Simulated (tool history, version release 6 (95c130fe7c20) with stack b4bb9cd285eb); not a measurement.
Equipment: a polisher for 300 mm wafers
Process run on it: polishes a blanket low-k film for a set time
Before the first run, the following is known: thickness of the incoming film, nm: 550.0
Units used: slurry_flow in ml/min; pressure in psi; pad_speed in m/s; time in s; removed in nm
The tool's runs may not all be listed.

Run 1, hour 0: slurry_flow 250 ml/min, pressure 1.8 psi, pad_speed 1.3 m/s, slurry_solids 1, time 49 s. Result: removed 20.576 nm.
Run 2, hour 7.5: slurry_flow 250 ml/min, pressure 1.7 psi, pad_speed 1.3 m/s, slurry_solids 1, time 49 s. Result: removed 18.755 nm.
Run 3, hour 10.9: slurry_flow 250 ml/min, pressure 1.6 psi, pad_speed 1.3 m/s, slurry_solids 1, time 49 s. Result: removed 17.935 nm.
Run 4, hour 17.5: slurry_flow 250 ml/min, pressure 1.5 psi, pad_speed 1.3 m/s, slurry_solids 1, time 49 s. Result: removed 16.716 nm.
Run 5, hour 20.6: slurry_flow 290 ml/min, pressure 1.5 psi, pad_speed 1.3 m/s, slurry_solids 1, time 49 s. Result: removed 17.223 nm.
Run 6, hour 21.3: slurry_flow 320 ml/min, pressure 1.5 psi, pad_speed 1.3 m/s, slurry_solids 1, time 49 s. Result: removed 17.149 nm.

The next listed run, before its measurement:
Run 7, hour 24.2: slurry_flow 320 ml/min, pressure 1.4 psi, pad_speed 1.3 m/s, slurry_solids 1, time 49 s. Result: removed ?.

For run 7 the tool returned removed 15.99 nm.
